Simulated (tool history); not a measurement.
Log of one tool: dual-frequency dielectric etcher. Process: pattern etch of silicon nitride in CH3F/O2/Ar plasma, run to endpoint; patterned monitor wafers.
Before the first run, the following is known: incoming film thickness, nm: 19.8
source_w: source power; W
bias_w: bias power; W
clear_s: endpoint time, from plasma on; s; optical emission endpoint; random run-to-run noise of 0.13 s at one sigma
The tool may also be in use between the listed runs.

run 1 hour=0.0 | source_w=510 bias_w=90 | clear_s=22.739
run 2 hour=5.8 | source_w=570 bias_w=90 | clear_s=21.582
run 3 hour=11.5 | source_w=510 bias_w=87 | clear_s=23.273
run 4 hour=19.2 | source_w=460 bias_w=86 | clear_s=24.675
run 5 hour=20.1 | source_w=460 bias_w=76 | clear_s=25.467
run 6 hour=24.3 | source_w=440 bias_w=76 | clear_s=26.451
run 7 hour=27.4 | source_w=430 bias_w=76 | clear_s=26.608
run 8 hour=31.9 | source_w=350 bias_w=74 | clear_s=31.579

Run 9 is up next; what results do you expect?
run 9 hour=34.2 | source_w=370 bias_w=74 | clear_s=?

Run 9 measured clear_s 29.932 s.
